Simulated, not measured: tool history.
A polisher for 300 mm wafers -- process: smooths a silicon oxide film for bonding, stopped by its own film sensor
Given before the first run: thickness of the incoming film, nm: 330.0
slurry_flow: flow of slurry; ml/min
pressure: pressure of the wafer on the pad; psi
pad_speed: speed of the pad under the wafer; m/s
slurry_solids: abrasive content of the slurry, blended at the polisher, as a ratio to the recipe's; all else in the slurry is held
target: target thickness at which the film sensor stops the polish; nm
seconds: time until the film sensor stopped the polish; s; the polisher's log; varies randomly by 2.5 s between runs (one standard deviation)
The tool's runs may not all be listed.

run    day  slurry_flow  pressure  pad_speed  slurry_solids  target  seconds
  1  0.000          300       2.2       0.70            1.0     282   80.579
  2  0.142          300       2.2       0.70            1.2     282   72.304
  3  0.479          285       1.8       0.56            1.0     282  114.040
  4  0.808          285       1.8       0.72            1.0     282   96.198
  5  1.008          285       1.8       0.72            0.9     282  101.580
  6  1.150          245       1.8       0.72            0.9     282  102.050

Run 7 has not been measured yet. What should we expect?
  7  1.262          240       1.5       0.58            0.8     282        ?

Logged for run 7: seconds 158.870 s.
